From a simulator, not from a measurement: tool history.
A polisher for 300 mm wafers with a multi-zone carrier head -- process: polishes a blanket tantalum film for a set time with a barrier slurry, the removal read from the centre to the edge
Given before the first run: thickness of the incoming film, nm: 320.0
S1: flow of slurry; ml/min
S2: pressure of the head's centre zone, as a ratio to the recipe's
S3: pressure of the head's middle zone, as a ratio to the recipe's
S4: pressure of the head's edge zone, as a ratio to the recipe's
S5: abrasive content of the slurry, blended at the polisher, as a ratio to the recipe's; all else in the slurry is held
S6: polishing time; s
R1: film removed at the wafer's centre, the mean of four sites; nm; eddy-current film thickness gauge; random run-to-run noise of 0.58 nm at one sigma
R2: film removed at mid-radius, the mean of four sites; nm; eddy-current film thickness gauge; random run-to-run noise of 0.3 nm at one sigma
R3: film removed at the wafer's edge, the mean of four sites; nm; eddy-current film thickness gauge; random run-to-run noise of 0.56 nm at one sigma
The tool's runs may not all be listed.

run	hour	S1	S2	S3	S4	S5	S6	R1	R2	R3
1	0.0	155	1.00	1.00	1.00	1.00	49	64.777	65.952	63.641
2	1.6	145	1.00	0.95	0.97	0.85	48	60.721	59.581	59.763
3	7.2	180	1.00	0.95	0.97	0.85	48	61.968	60.977	58.938
4	11.6	180	1.00	0.95	0.97	0.70	48	59.347	57.776	55.910
5	20.2	180	1.00	0.95	0.97	0.70	56	68.503	67.697	66.285
6	28.8	180	1.00	1.02	0.97	0.70	56	70.025	70.285	65.863
7	29.6	135	1.08	0.92	0.94	0.50	42	49.177	42.884	44.384

What will run 8 give?
8	34.5	135	1.08	0.92	0.96	0.50	42	?	?	?

R1: 49.108 nm
R2: 42.963 nm
R3: 44.032 nm
